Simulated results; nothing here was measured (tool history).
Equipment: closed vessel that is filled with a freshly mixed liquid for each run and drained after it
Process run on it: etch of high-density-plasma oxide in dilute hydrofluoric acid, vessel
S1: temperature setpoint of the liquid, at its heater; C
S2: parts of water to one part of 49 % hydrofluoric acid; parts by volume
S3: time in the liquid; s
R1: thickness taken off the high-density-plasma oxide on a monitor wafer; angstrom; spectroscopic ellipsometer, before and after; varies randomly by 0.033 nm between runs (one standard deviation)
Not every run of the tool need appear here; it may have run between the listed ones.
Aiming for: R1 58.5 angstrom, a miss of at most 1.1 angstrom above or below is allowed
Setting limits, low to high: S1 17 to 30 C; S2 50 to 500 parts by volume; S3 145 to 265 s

| run | hour | S1 | S2 | S3 | R1 |
|---|---|---|---|---|---|
| 1 | 0 | 22 | 275 | 265 | 45.154 |
| 2 | 7.7 | 23.5 | 275 | 265 | 47.115 |
| 3 | 8.8 | 23.5 | 275 | 265 | 47.031 |
| 4 | 10.1 | 20.5 | 275 | 265 | 42.717 |
| 5 | 18.6 | 22.5 | 275 | 265 | 45.479 |
| 6 | 22.6 | 26 | 275 | 265 | 51.306 |
| 7 | 27.3 | 27 | 275 | 265 | 53.42 |
| 8 | 36.1 | 27.5 | 275 | 265 | 54.035 |
| 9 | 45.4 | 28 | 275 | 265 | 55.56 |

Which one of the following 4 next-run settings gets every result inside its allowed miss? There is exactly one.
| A | 54.7 | 30 | 270 | 265 | ? |
| B | 54.7 | 28.5 | 255 | 265 | ? |
| C | 54.7 | 27.5 | 260 | 265 | ? |
| D | 54.7 | 28 | 255 | 265 | ? |

| move | R1 |
|---|---|
| A | 60.234 |
| B | 61.7 |
| C | 58.171 |
| D | 60.662 |
A: pushes the last run's worst result past its target
B: pushes the last run's worst result past its target
C: meets every target
D: pushes the last run's worst result past its target
Correct choice: C, which meets every target
